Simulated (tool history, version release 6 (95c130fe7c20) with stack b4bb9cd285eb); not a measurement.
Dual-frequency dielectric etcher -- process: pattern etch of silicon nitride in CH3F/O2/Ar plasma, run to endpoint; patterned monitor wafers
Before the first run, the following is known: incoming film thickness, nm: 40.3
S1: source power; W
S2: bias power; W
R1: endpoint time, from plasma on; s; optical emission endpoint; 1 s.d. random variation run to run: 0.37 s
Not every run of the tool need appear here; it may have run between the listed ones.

run  hour   S1  S2      R1
  1     0  390  80  55.219
  2   8.9  360  77  57.768
  3  16.5  290  77  62.497
  4  23.8  280  76  63.761
  5  27.4  280  87  60.506
  6  31.6  310  87  57.956
  7  36.9  290  84  60.533
  8    41  280  82  61.619

Run 9 has not been measured yet. What should we expect?
  9  41.9  270  80   ?

{"run 9": {"R1": 63.132}}
